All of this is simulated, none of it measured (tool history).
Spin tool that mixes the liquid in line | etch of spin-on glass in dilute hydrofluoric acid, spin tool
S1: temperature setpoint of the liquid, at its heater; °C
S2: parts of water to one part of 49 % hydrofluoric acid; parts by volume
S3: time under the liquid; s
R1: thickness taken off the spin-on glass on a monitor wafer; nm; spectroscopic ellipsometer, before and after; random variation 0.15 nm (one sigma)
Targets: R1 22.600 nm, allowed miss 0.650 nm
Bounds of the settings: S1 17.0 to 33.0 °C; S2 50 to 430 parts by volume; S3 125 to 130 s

{"run": 1, "hour": 0.0, "S1": 25.0, "S2": 240, "S3": 125, "R1": 12.106}
{"run": 2, "hour": 8.3, "S1": 27.0, "S2": 220, "S3": 125, "R1": 14.559}
{"run": 3, "hour": 10.3, "S1": 25.5, "S2": 220, "S3": 125, "R1": 13.815}
{"run": 4, "hour": 12.4, "S1": 27.5, "S2": 205, "S3": 125, "R1": 16.142}
{"hour": 13.1, "done": "hydrofluoric acid flow meter replaced"}
{"run": 5, "hour": 13.1, "S1": 29.0, "S2": 195, "S3": 125, "R1": 15.744}
{"run": 6, "hour": 18.9, "S1": 29.0, "S2": 195, "S3": 130, "R1": 16.419}
{"run": 7, "hour": 25.0, "S1": 29.0, "S2": 175, "S3": 130, "R1": 18.723}
{"run": 8, "hour": 27.2, "S1": 29.0, "S2": 165, "S3": 130, "R1": 19.989}
{"run": 9, "hour": 29.5, "S1": 32.5, "S2": 160, "S3": 130, "R1": 23.792}

Which of these 4 next moves meets every target?
{"run": "A", "hour": 31.8, "S1": 31.5, "S2": 150, "S3": 130, "R1": "?"}
{"run": "B", "hour": 31.8, "S1": 29.0, "S2": 150, "S3": 130, "R1": "?"}
{"run": "C", "hour": 31.8, "S1": 33.0, "S2": 160, "S3": 130, "R1": "?"}
{"run": "D", "hour": 31.8, "S1": 33.0, "S2": 150, "S3": 125, "R1": "?"}

move=A R1=24.843
move=B R1=22.713
move=C R1=24.211
move=D R1=25.179
A: further off than the last run
B: meets every target
C: further off than the last run
D: further off than the last run
Move B is the one to make.
